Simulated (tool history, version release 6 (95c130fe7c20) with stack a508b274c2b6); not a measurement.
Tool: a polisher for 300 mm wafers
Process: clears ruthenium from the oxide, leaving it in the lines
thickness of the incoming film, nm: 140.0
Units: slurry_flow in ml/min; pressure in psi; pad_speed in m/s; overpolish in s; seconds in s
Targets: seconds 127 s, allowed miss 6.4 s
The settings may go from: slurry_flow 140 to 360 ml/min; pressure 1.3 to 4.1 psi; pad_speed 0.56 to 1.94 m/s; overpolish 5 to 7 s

run 1 hour=0 | slurry_flow=230 pressure=2.7 pad_speed=1.24 overpolish=7 | seconds=83.91
run 2 hour=7.3 | slurry_flow=230 pressure=2.6 pad_speed=1.24 overpolish=7 | seconds=85.906
run 3 hour=16 | slurry_flow=230 pressure=2.5 pad_speed=1.24 overpolish=7 | seconds=90.825
run 4 hour=19.8 | slurry_flow=230 pressure=2.5 pad_speed=1.24 overpolish=5 | seconds=89.721
run 5 hour=25 | slurry_flow=230 pressure=2.4 pad_speed=1.24 overpolish=5 | seconds=94.046
run 6 hour=31.1 | slurry_flow=230 pressure=2.3 pad_speed=1.24 overpolish=5 | seconds=95.899
run 7 hour=36.5 | slurry_flow=230 pressure=2.2 pad_speed=1.24 overpolish=5 | seconds=103.72
run 8 hour=41.1 | slurry_flow=230 pressure=1.7 pad_speed=1.22 overpolish=5 | seconds=136.95

Which of these 4 next moves meets every target?
run A hour=45.7 | slurry_flow=180 pressure=1.6 pad_speed=1.26 overpolish=7 | seconds=?
run B hour=45.7 | slurry_flow=215 pressure=1.7 pad_speed=1.08 overpolish=6 | seconds=?
run C hour=45.7 | slurry_flow=250 pressure=1.8 pad_speed=1 overpolish=5 | seconds=?
run D hour=45.7 | slurry_flow=225 pressure=2.3 pad_speed=0.94 overpolish=6 | seconds=?

move=A seconds=142.59
move=B seconds=151.16
move=C seconds=150.75
move=D seconds=127.73
A: further off than the last run
B: further off than the last run
C: further off than the last run
D: meets every target
The right move is D.

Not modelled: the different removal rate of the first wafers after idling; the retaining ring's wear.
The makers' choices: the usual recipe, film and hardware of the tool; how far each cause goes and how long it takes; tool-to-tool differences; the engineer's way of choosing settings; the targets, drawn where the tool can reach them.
